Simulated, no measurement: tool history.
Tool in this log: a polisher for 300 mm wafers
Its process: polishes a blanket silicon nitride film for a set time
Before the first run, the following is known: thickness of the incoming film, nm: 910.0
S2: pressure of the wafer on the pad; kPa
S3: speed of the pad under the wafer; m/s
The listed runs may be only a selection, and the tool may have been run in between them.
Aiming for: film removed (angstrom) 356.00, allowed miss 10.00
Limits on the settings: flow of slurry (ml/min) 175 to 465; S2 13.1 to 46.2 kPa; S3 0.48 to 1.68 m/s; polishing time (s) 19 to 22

{"run": 1, "hour": 0.0, "flow of slurry (ml/min)": 295, "S2": 29.6, "S3": 1.08, "polishing time (s)": 22, "film removed (angstrom)": 433.86}
{"run": 2, "hour": 6.6, "flow of slurry (ml/min)": 365, "S2": 29.6, "S3": 1.08, "polishing time (s)": 22, "film removed (angstrom)": 449.96}
{"run": 3, "hour": 12.1, "flow of slurry (ml/min)": 350, "S2": 27.6, "S3": 1.08, "polishing time (s)": 22, "film removed (angstrom)": 413.35}
{"run": 4, "hour": 17.7, "flow of slurry (ml/min)": 350, "S2": 31.0, "S3": 1.08, "polishing time (s)": 22, "film removed (angstrom)": 468.63}
{"run": 5, "hour": 24.4, "flow of slurry (ml/min)": 420, "S2": 31.0, "S3": 1.08, "polishing time (s)": 22, "film removed (angstrom)": 471.99}
{"run": 6, "hour": 33.4, "flow of slurry (ml/min)": 420, "S2": 28.3, "S3": 1.08, "polishing time (s)": 22, "film removed (angstrom)": 423.22}
{"run": 7, "hour": 41.2, "flow of slurry (ml/min)": 420, "S2": 28.3, "S3": 1.08, "polishing time (s)": 22, "film removed (angstrom)": 432.67}
{"run": 8, "hour": 47.9, "flow of slurry (ml/min)": 420, "S2": 28.3, "S3": 1.08, "polishing time (s)": 22, "film removed (angstrom)": 429.09}
{"run": 9, "hour": 51.1, "flow of slurry (ml/min)": 420, "S2": 26.9, "S3": 1.08, "polishing time (s)": 22, "film removed (angstrom)": 409.2}
{"run": 10, "hour": 59.3, "flow of slurry (ml/min)": 420, "S2": 26.9, "S3": 1.08, "polishing time (s)": 22, "film removed (angstrom)": 405.7}
{"run": 11, "hour": 63.7, "flow of slurry (ml/min)": 420, "S2": 26.2, "S3": 1.08, "polishing time (s)": 22, "film removed (angstrom)": 399.76}
{"run": 12, "hour": 70.1, "flow of slurry (ml/min)": 420, "S2": 25.5, "S3": 1.08, "polishing time (s)": 22, "film removed (angstrom)": 393.62}
{"run": 13, "hour": 71.4, "flow of slurry (ml/min)": 420, "S2": 24.8, "S3": 1.08, "polishing time (s)": 22, "film removed (angstrom)": 379.17}
{"run": 14, "hour": 73.2, "flow of slurry (ml/min)": 420, "S2": 24.1, "S3": 1.08, "polishing time (s)": 22, "film removed (angstrom)": 369.49}

Which of these 4 next moves meets every target?
{"run": "A", "hour": 75.0, "flow of slurry (ml/min)": 450, "S2": 31.7, "S3": 0.74, "polishing time (s)": 21, "film removed (angstrom)": "?"}
{"run": "B", "hour": 75.0, "flow of slurry (ml/min)": 415, "S2": 21.4, "S3": 1.06, "polishing time (s)": 22, "film removed (angstrom)": "?"}
{"run": "C", "hour": 75.0, "flow of slurry (ml/min)": 465, "S2": 25.5, "S3": 1.04, "polishing time (s)": 19, "film removed (angstrom)": "?"}
{"run": "D", "hour": 75.0, "flow of slurry (ml/min)": 290, "S2": 23.4, "S3": 0.98, "polishing time (s)": 22, "film removed (angstrom)": "?"}

move=A film_removed_(angstrom)=356.72
move=B film_removed_(angstrom)=326.59
move=C film_removed_(angstrom)=332.16
move=D film_removed_(angstrom)=328.71
A: each result inside its tolerance
B: takes the result that was furthest off past its target
C: takes the result that was furthest off past its target
D: takes the result that was furthest off past its target
The right move is A.
